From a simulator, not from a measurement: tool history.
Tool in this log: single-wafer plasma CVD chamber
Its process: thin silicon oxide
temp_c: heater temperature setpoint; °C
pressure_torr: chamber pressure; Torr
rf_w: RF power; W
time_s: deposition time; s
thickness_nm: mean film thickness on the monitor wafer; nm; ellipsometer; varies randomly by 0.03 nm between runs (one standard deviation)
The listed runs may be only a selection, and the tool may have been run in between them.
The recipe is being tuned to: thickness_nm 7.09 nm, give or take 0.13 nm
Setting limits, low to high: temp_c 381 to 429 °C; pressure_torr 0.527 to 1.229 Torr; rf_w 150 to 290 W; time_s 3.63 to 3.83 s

run  hour  temp_c  pressure_torr  rf_w  time_s  thickness_nm
  1     0     405          0.878   220    3.83        6.1127
  2     9     405          0.878   190    3.83        5.7929
  3  15.6     405          0.922   190    3.83        6.0857
  4  17.5     405          0.922   220    3.83        6.4275
  5  23.9     405          0.942   220    3.83        6.4874
  6  27.2     405          0.963   220    3.83        6.7491
  7  34.9     405          0.972   220    3.83        6.7576
  8  40.6     405          0.982   220    3.83        6.8238
  9  44.3     405           0.99   220    3.83        6.8457
 10  47.3     405           0.99   220    3.83         6.818
 11  50.7     405          0.999   220    3.83        6.9211

Below are 4 possible settings for the next run. Only one of them brings all results inside the allowed miss of their targets. Which is it?
  A  54.1     398          0.981   205    3.83             ?
  B  54.1     412          0.932   240    3.83             ?
  C  54.1     401          1.009   210     3.8             ?
  D  54.1     412          1.115   200    3.81             ?

move  thickness_nm
   A        6.6523
   B        6.7064
   C        6.7863
   D        7.1163
A: its largest miss is bigger than the last run's
B: its largest miss is bigger than the last run's
C: its largest miss is bigger than the last run's
D: meets every target
Correct choice: D, which meets every target
